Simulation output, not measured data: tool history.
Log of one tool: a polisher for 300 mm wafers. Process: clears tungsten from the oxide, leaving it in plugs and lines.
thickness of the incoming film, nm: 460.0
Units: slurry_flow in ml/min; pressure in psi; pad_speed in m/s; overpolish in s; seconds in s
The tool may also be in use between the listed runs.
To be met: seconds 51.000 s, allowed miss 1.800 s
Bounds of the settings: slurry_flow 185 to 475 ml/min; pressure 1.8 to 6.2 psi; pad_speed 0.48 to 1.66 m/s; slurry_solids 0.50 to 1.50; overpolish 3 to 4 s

run	hour	slurry_flow	pressure	pad_speed	slurry_solids	overpolish	seconds
1	0.0	305	4.0	1.06	1.00	4	85.390
2	5.4	305	4.0	1.06	0.80	4	92.307
3	11.5	305	4.4	1.06	0.80	4	87.533
4	13.5	305	4.4	0.88	0.80	4	105.480
5	18.8	305	4.7	0.94	0.80	4	94.413
6	27.7	305	4.9	1.00	0.80	4	85.765
7	36.6	305	5.1	1.06	0.80	4	78.167
8	42.0	305	5.3	1.10	0.80	4	73.448
9	46.7	305	5.5	1.14	0.80	4	68.854
10	54.6	305	5.6	1.18	0.80	4	65.586
11	63.3	305	5.7	1.20	0.80	4	63.674
12	70.9	305	5.8	1.22	0.80	4	62.683
13	73.2	305	5.8	1.22	0.80	4	63.227
14	81.8	310	6.2	1.36	0.80	4	53.455

Which of these 5 next moves meets every target?
A	90.4	310	5.9	1.66	0.60	4	?
B	90.4	225	6.2	1.56	0.55	4	?
C	90.4	390	5.2	1.32	0.95	4	?
D	90.4	295	5.7	1.32	1.00	3	?
E	90.4	235	6.2	1.34	0.85	4	?

move	seconds
A	50.719
B	55.973
C	57.586
D	54.196
E	54.417
A: meets every target
B: further off than the last run
C: further off than the last run
D: further off than the last run
E: further off than the last run
Answer: A

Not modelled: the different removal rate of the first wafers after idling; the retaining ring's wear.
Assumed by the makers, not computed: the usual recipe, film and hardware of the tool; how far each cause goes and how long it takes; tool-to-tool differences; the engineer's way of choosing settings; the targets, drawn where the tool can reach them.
